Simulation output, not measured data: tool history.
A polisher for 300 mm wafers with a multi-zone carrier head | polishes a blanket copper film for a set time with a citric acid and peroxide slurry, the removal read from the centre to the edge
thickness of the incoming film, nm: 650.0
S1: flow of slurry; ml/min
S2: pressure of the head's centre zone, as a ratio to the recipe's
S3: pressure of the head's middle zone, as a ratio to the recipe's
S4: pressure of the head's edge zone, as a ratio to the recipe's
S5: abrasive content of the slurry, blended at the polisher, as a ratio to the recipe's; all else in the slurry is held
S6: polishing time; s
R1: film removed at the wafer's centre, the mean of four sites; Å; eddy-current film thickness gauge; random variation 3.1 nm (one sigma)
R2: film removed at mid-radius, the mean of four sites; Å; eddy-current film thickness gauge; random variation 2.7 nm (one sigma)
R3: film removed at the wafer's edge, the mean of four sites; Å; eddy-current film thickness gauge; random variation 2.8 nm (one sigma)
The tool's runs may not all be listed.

run,hour,S1,S2,S3,S4,S5,S6,R1,R2,R3
1,0.0,210,1.00,1.00,1.00,1.00,83,2772.3,2735.0,2646.5
2,1.7,210,1.00,1.00,0.96,1.00,83,2689.5,2729.0,2621.7
3,7.9,210,0.93,1.00,0.96,1.00,83,2597.3,2728.9,2617.5
4,14.9,190,0.90,1.04,1.02,1.05,83,2429.7,2805.2,2713.4
5,17.4,205,0.89,1.06,1.04,1.10,83,2474.2,2908.4,2757.2
6,24.5,205,0.89,1.06,0.97,1.10,83,2514.2,2837.2,2629.4
7,28.7,215,0.88,1.07,1.01,1.15,83,2470.9,2903.4,2748.7
8,35.5,220,0.88,1.09,1.03,1.20,83,2518.4,3011.5,2812.8
9,39.8,225,0.88,1.10,1.05,1.20,83,2493.3,2999.3,2841.9
10,47.8,225,0.88,1.11,1.06,1.20,83,2493.8,3046.1,2844.3

The next listed run, before its measurement:
11,55.5,230,0.88,1.11,1.07,1.20,83,?,?,?

Run 11 gave R1 2482.0 Å, R2 3059.9 Å, R3 2874.1 Å.

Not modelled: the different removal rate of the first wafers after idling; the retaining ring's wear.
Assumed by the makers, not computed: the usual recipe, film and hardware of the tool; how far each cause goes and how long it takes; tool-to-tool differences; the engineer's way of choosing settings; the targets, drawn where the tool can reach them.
